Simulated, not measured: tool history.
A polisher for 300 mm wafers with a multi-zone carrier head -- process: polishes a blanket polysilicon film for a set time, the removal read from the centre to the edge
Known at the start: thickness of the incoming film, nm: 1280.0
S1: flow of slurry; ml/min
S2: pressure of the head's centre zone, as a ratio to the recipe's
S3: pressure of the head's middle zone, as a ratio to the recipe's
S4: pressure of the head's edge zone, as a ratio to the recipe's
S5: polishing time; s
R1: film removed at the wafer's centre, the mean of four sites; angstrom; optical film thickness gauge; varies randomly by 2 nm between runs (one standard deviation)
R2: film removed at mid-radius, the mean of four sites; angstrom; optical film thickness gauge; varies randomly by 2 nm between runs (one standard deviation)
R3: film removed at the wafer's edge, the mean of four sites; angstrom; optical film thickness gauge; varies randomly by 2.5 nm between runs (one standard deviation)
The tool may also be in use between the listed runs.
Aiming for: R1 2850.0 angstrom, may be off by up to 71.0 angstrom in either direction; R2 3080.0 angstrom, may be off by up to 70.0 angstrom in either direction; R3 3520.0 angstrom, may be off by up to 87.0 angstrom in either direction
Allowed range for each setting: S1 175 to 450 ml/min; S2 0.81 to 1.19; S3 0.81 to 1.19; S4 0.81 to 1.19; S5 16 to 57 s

run  hour   S1    S2    S3    S4  S5      R1      R2      R3
  1   0.0  290  1.00  1.00  1.00  36  3765.8  3707.5  3698.1
  2   2.8  275  0.96  0.97  1.00  36  3563.4  3612.5  3666.7
  3   6.2  265  0.93  0.94  1.00  36  3510.7  3512.2  3704.3
  4   7.8  335  0.93  0.94  1.00  36  3571.7  3568.3  3759.0
  5  11.9  335  0.93  0.94  1.00  42  4147.7  4190.1  4351.8
  6  19.3  320  0.90  0.93  1.01  40  3852.5  3962.7  4181.5
  7  21.7  270  0.81  0.88  1.09  30  2596.6  2750.2  3175.6
  8  30.7  280  0.82  0.89  1.11  30  2593.8  2829.6  3231.3
  9  32.5  295  0.84  0.89  1.13  30  2698.2  2788.8  3237.4
 10  37.1  300  0.84  0.90  1.14  30  2719.6  2840.5  3270.1
 11  39.1  310  0.84  0.91  1.15  30  2723.9  2894.4  3310.8
 12  41.9  325  0.84  0.91  1.16  30  2761.3  2899.6  3311.2
 13  48.2  330  0.83  0.91  1.17  30  2677.5  2927.0  3301.5
 14  55.6  360  0.84  0.90  1.19  32  2960.8  3073.8  3638.9

Below are 5 possible settings for the next run. Only one of them brings all results inside the allowed miss of their targets. Which is it?
  A  63.0  310  0.92  0.92  1.10  32   ?   ?   ?
  B  63.0  380  0.86  0.89  1.12  32   ?   ?   ?
  C  63.0  325  0.81  0.86  1.19  34   ?   ?   ?
  D  63.0  330  0.83  0.90  1.16  32   ?   ?   ?
  E  63.0  420  0.83  0.85  1.19  33   ?   ?   ?

move      R1      R2      R3
   A  3158.9  3140.1  3431.7
   B  3033.8  3106.6  3505.6
   C  3019.3  3169.3  3796.1
   D  2906.7  3101.0  3531.9
   E  3057.4  3106.7  3740.9
A: misses by more than the last run did
B: misses by more than the last run did
C: misses by more than the last run did
D: all results in spec
E: misses by more than the last run did
So the answer is move D, the one that meets all the targets.

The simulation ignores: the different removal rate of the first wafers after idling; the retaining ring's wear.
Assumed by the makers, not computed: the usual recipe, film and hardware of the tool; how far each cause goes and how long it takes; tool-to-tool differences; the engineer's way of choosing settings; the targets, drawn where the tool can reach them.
